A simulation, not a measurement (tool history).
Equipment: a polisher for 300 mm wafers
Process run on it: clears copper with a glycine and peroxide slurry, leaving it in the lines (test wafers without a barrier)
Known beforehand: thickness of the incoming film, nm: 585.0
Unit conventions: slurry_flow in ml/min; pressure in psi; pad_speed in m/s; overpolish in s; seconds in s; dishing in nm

run 1 hour=0 | slurry_flow=145 pressure=3 pad_speed=0.9 overpolish=11 | seconds=127.71 dishing=33.859
run 2 hour=5.3 | slurry_flow=145 pressure=3 pad_speed=0.9 overpolish=13 | seconds=128.79 dishing=39.769
run 3 hour=9.7 | slurry_flow=145 pressure=2.9 pad_speed=0.9 overpolish=13 | seconds=130.38 dishing=38.474
run 4 hour=16.5 | slurry_flow=145 pressure=2.3 pad_speed=0.9 overpolish=13 | seconds=160.28 dishing=31.759
run 5 hour=19.5 | slurry_flow=145 pressure=1.7 pad_speed=0.9 overpolish=13 | seconds=196.1 dishing=26.652
run 6 hour=28.3 | slurry_flow=145 pressure=2.4 pad_speed=0.9 overpolish=13 | seconds=151.4 dishing=32.918
run 7 hour=33.3 | slurry_flow=145 pressure=2.3 pad_speed=0.9 overpolish=13 | seconds=160.18 dishing=32.692

Estimate the outcome of run 8 from the log above:
run 8 hour=36.8 | slurry_flow=125 pressure=1.8 pad_speed=0.9 overpolish=16 | seconds=? dishing=?

seconds: 194.27 s
dishing: 31.742 nm
